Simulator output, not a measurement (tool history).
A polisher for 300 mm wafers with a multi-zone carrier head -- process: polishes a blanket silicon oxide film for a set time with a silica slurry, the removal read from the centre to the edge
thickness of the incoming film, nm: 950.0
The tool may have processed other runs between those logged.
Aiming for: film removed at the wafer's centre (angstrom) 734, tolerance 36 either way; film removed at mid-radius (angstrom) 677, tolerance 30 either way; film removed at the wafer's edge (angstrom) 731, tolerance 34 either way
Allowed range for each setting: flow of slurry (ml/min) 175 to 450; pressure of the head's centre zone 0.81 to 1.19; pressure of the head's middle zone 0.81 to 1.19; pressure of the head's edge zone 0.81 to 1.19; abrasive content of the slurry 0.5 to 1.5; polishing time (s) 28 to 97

run  hour  flow of slurry (ml/min)  pressure of the head's centre zone  pressure of the head's middle zone  pressure of the head's edge zone  abrasive content of the slurry  polishing time (s)  film removed at the wafer's centre (angstrom)  film removed at mid-radius (angstrom)  film removed at the wafer's edge (angstrom)
  1     0                      290                                   1                                   1                                 1                               1                  62                                         1433.7                                 1363.6                                       1416.6
  2   1.4                      245                                   1                                   1                                 1                               1                  62                                         1422.3                                 1352.6                                       1354.4
  3   6.3                      245                                   1                                   1                                 1                             1.1                  62                                         1509.3                                 1430.1                                       1456.5
  4   8.7                      245                                0.99                                0.97                              0.99                            0.95                  58                                           1262                                 1184.3                                         1268
  5  17.7                      180                                0.99                                0.97                              0.99                            0.95                  58                                           1236                                 1152.7                                       1226.1
  6  23.3                      180                                0.99                                0.97                              0.98                            0.85                  54                                         1065.3                                 1025.4                                       1055.2
  7  31.3                      180                                0.99                                0.95                              0.97                            0.75                  52                                         967.46                                  897.5                                       957.29
  8  35.9                      180                                0.98                                0.94                              0.96                             0.7                  51                                         874.45                                 818.36                                       883.25
  9  36.7                      180                                0.98                                0.93                              0.93                            0.65                  51                                         824.06                                 792.28                                       816.65
 10  40.4                      180                                0.98                                0.91                              0.92                            0.65                  51                                         858.49                                 776.77                                       833.21
 11  41.5                      180                                0.97                                 0.9                              0.91                            0.65                  51                                         841.57                                  762.8                                       815.74
 12  45.4                      180                                0.95                                0.89                               0.9                            0.65                  51                                         817.78                                 762.74                                       799.81
 13  50.7                      180                                0.94                                0.88                               0.9                            0.65                  51                                         809.08                                 752.75                                       800.21
 14  54.3                      185                                0.92                                0.85                              0.87                             0.5                  50                                         628.58                                 552.94                                       615.29
 15  60.7                      185                                0.98                                0.92                              0.97                             0.5                  46                                         607.82                                 554.01                                       594.55
 16  67.5                      185                                0.98                                0.92                              0.96                            0.55                  46                                         666.73                                  610.8                                       659.76
 17  74.4                      185                                0.98                                0.92                              0.97                            0.55                  46                                         655.37                                 604.39                                       643.73
 18  75.9                      190                                0.98                                0.92                                 1                             0.8                  47                                         907.92                                  827.1                                       907.55
 19  83.3                      185                                0.91                                0.84                               0.9                             0.7                  47                                         775.76                                 694.01                                       775.68
 20  84.2                      185                                0.87                                0.84                              0.84                            0.65                  47                                         681.38                                 648.53                                       699.63
 21  85.2                      185                                0.88                                0.84                              0.84                            0.65                  47                                         694.09                                    662                                        710.9

Pick the move, out of 4, that brings all results within their allowed miss; only one does.
  A  86.2                      275                                0.92                                0.85                              0.87                            0.65                  45                                              ?                                      ?                                            ?
  B  86.2                      215                                1.04                                0.83                              0.81                            0.55                  55                                              ?                                      ?                                            ?
  C  86.2                      255                                0.88                                0.82                              0.94                             0.8                  41                                              ?                                      ?                                            ?
  D  86.2                      195                                0.92                                0.81                              0.89                             0.6                  49                                              ?                                      ?                                            ?

move  film removed at the wafer's centre (angstrom)  film removed at mid-radius (angstrom)  film removed at the wafer's edge (angstrom)
   A                                         727.28                                 669.85                                       718.93
   B                                          854.8                                  684.8                                       729.47
   C                                         727.71                                 683.01                                        781.8
   D                                         716.86                                  639.2                                       724.77
A: each result inside its tolerance
B: the result that was furthest off in the last run now lies on the other side of its target
C: puts the biggest miss on target and leaves a different result outside tolerance
D: puts the biggest miss on target and leaves a different result outside tolerance
Answer: A

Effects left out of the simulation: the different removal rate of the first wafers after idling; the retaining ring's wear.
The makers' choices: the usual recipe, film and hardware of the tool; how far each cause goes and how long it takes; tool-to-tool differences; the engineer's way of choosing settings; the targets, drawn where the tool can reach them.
